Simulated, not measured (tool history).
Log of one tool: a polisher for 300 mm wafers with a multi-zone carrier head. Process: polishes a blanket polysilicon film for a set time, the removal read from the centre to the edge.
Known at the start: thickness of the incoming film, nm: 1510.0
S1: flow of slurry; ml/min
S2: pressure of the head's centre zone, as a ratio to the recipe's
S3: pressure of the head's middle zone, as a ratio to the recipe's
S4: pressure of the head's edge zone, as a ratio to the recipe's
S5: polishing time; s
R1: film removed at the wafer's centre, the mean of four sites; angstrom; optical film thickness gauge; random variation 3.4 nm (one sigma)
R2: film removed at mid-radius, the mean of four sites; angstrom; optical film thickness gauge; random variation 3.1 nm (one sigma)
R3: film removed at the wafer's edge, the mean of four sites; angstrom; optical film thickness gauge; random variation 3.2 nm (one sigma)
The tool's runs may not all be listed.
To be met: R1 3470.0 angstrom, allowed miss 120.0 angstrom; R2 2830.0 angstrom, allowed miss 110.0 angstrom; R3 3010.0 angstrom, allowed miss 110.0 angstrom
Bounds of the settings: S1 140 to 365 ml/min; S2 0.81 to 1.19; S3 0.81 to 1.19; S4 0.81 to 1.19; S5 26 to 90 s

run	hour	S1	S2	S3	S4	S5	R1	R2	R3
1	0.0	235	1.00	1.00	1.00	58	5158.4	5156.5	5034.9
2	3.7	280	1.00	1.00	1.00	58	5294.6	5173.9	5173.3
3	6.4	280	1.00	1.00	1.00	68	6280.4	6217.5	5882.2
4	13.1	270	1.03	0.98	0.95	56	5127.4	4947.7	4879.5
5	15.7	270	1.08	0.96	0.91	48	4545.8	4290.2	4056.8
6	21.3	300	1.08	0.96	0.91	48	4636.3	4144.9	3993.6
7	22.7	310	1.08	0.93	0.90	44	4218.1	3825.3	3720.1
8	25.7	245	1.14	0.83	0.86	33	3223.7	2563.0	2762.3
9	26.3	260	1.14	0.84	0.88	33	3283.7	2627.4	2800.6
10	31.2	270	1.14	0.85	0.90	33	3285.4	2567.4	2785.7
11	33.8	270	1.13	0.86	0.91	34	3328.7	2744.8	2821.1

4 next moves are on the table. One of them brings every result within its allowed miss. Which?
A	36.4	300	1.00	0.99	0.88	33	?	?	?
B	36.4	260	0.96	0.97	1.08	35	?	?	?
C	36.4	210	1.13	0.88	0.95	36	?	?	?
D	36.4	220	0.98	0.85	1.00	36	?	?	?

move	R1	R2	R3
A	3058.0	2950.6	2809.3
B	3108.4	3033.9	3182.0
C	3477.4	2809.3	3066.6
D	3174.4	2746.3	3139.5
A: further off than the last run
B: takes the result that was furthest off past its target
C: meets every target
D: takes the result that was furthest off past its target
Answer: C
